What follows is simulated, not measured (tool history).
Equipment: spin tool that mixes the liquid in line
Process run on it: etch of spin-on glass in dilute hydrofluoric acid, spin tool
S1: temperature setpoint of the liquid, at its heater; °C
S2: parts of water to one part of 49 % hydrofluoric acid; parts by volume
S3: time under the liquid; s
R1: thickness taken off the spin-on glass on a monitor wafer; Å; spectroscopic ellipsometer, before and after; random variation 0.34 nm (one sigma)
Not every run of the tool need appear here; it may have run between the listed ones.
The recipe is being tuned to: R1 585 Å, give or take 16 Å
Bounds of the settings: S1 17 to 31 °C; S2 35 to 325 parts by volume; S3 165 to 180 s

| run | hour | S1 | S2 | S3 | R1 |
|---|---|---|---|---|---|
| 1 | 0 | 23 | 180 | 165 | 391.96 |
| 2 | 7.1 | 25 | 175 | 165 | 437.53 |
| 3 | 15.2 | 26.5 | 170 | 165 | 474.19 |
| 4 | 15.8 | 26.5 | 215 | 165 | 360.54 |
| 5 | 23.4 | 27.5 | 200 | 165 | 407.39 |
| 6 | 30.4 | 27.5 | 200 | 180 | 447.25 |
| 7 | 37 | 28.5 | 195 | 180 | 473.04 |
| 8 | 44 | 29 | 190 | 180 | 501.44 |
| 9 | 50.3 | 29.5 | 185 | 180 | 520.07 |
| 10 | 55.4 | 30 | 180 | 180 | 551.09 |

Below are 5 possible settings for the next run. Only one of them brings all results inside the allowed miss of their targets. Which is it?
| A | 60.5 | 29 | 160 | 170 | ? |
| B | 60.5 | 29.5 | 175 | 175 | ? |
| C | 60.5 | 30 | 160 | 175 | ? |
| D | 60.5 | 30.5 | 170 | 165 | ? |
| E | 60.5 | 29 | 155 | 180 | ? |

| move | R1 |
|---|---|
| A | 584.39 |
| B | 549.46 |
| C | 623.54 |
| D | 555.99 |
| E | 642.79 |
A: every result within its allowed miss
B: about the same distance from the targets as the last run
C: carries the result that was furthest off beyond its target, to the other side
D: closer than the last run, but not yet in spec
E: carries the result that was furthest off beyond its target, to the other side
Correct choice: A, which meets every target
